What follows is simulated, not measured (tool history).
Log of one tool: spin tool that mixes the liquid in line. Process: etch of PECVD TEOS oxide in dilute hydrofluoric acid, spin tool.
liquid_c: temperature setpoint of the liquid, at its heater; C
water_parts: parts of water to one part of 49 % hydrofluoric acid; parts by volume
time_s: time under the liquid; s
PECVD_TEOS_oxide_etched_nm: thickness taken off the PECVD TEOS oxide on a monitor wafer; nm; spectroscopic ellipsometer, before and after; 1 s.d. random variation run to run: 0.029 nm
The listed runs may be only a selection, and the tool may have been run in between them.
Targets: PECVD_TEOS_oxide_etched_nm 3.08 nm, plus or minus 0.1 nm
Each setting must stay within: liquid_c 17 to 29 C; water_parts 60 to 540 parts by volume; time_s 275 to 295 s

run 1 hour=0 | liquid_c=21 water_parts=300 time_s=275 | PECVD_TEOS_oxide_etched_nm=6.6759
run 2 hour=6.8 | liquid_c=21 water_parts=390 time_s=275 | PECVD_TEOS_oxide_etched_nm=4.7845
run 3 hour=15.5 | liquid_c=20 water_parts=410 time_s=275 | PECVD_TEOS_oxide_etched_nm=4.3966
run 4 hour=17.2 | liquid_c=19.5 water_parts=430 time_s=275 | PECVD_TEOS_oxide_etched_nm=4.0527
run 5 hour=19.3 | liquid_c=21 water_parts=430 time_s=275 | PECVD_TEOS_oxide_etched_nm=4.1815
run 6 hour=27.2 | liquid_c=20.5 water_parts=445 time_s=275 | PECVD_TEOS_oxide_etched_nm=3.9194
run 7 hour=30.8 | liquid_c=20 water_parts=455 time_s=275 | PECVD_TEOS_oxide_etched_nm=3.8
run 8 hour=37.9 | liquid_c=20 water_parts=455 time_s=275 | PECVD_TEOS_oxide_etched_nm=3.7952
run 9 hour=46.3 | liquid_c=19.5 water_parts=465 time_s=275 | PECVD_TEOS_oxide_etched_nm=3.5425
run 10 hour=49.9 | liquid_c=19 water_parts=470 time_s=275 | PECVD_TEOS_oxide_etched_nm=3.4797
run 11 hour=57.9 | liquid_c=18.5 water_parts=475 time_s=275 | PECVD_TEOS_oxide_etched_nm=3.4234

Pick the move, out of 5, that brings all results within their allowed miss; only one does.
run A hour=65.9 | liquid_c=17 water_parts=485 time_s=295 | PECVD_TEOS_oxide_etched_nm=?
run B hour=65.9 | liquid_c=23.5 water_parts=530 time_s=275 | PECVD_TEOS_oxide_etched_nm=?
run C hour=65.9 | liquid_c=17.5 water_parts=445 time_s=290 | PECVD_TEOS_oxide_etched_nm=?
run D hour=65.9 | liquid_c=19.5 water_parts=515 time_s=275 | PECVD_TEOS_oxide_etched_nm=?
run E hour=65.9 | liquid_c=20.5 water_parts=510 time_s=280 | PECVD_TEOS_oxide_etched_nm=?

move=A PECVD_TEOS_oxide_etched_nm=3.3321
move=B PECVD_TEOS_oxide_etched_nm=3.3996
move=C PECVD_TEOS_oxide_etched_nm=3.7433
move=D PECVD_TEOS_oxide_etched_nm=3.1139
move=E PECVD_TEOS_oxide_etched_nm=3.3214
A: nearer than the last run, and not there yet
B: nearer than the last run, and not there yet
C: further off than the last run
D: hits every target within its allowed miss
E: nearer than the last run, and not there yet
Correct choice: D, which meets every target

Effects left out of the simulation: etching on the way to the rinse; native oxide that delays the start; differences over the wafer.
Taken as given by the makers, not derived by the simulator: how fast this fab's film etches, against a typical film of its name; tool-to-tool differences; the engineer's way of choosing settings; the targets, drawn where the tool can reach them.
